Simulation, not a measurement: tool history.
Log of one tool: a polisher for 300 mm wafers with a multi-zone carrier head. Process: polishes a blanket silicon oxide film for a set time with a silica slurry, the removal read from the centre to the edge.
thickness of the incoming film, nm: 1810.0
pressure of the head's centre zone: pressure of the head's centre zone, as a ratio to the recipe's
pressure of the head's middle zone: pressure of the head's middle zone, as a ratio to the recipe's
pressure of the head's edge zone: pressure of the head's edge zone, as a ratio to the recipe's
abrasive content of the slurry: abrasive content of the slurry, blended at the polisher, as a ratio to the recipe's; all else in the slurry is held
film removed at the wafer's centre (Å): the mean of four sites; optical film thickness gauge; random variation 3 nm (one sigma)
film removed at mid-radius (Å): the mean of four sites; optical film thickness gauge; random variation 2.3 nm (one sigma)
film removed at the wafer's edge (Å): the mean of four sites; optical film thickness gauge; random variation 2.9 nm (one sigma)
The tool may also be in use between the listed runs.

run,hour,flow of slurry (ml/min),pressure of the head's centre zone,pressure of the head's middle zone,pressure of the head's edge zone,abrasive content of the slurry,polishing time (s),film removed at the wafer's centre (Å),film removed at mid-radius (Å),film removed at the wafer's edge (Å)
1,0.0,160,1.00,1.00,1.00,1.00,65,1679.9,1589.0,1638.3
2,5.1,170,1.03,1.01,1.02,1.10,66,1830.8,1740.0,1747.7
3,9.5,175,1.06,0.99,1.03,1.20,68,2062.1,1885.3,1895.1
4,15.0,175,1.06,0.99,1.03,1.20,60,1815.3,1623.9,1702.5
5,18.0,180,1.08,0.99,1.05,1.25,62,1975.6,1736.7,1796.9
6,20.0,185,1.09,0.99,1.07,1.30,64,2083.4,1868.5,1877.0

Run 7 comes next. What will it give?
7,27.7,175,1.16,0.89,1.09,1.50,78,?,?,?

{"run 7": {"film removed at the wafer's centre (Å)": 2849.4, "film removed at mid-radius (Å)": 2154.2, "film removed at the wafer's edge (Å)": 2438.4}}
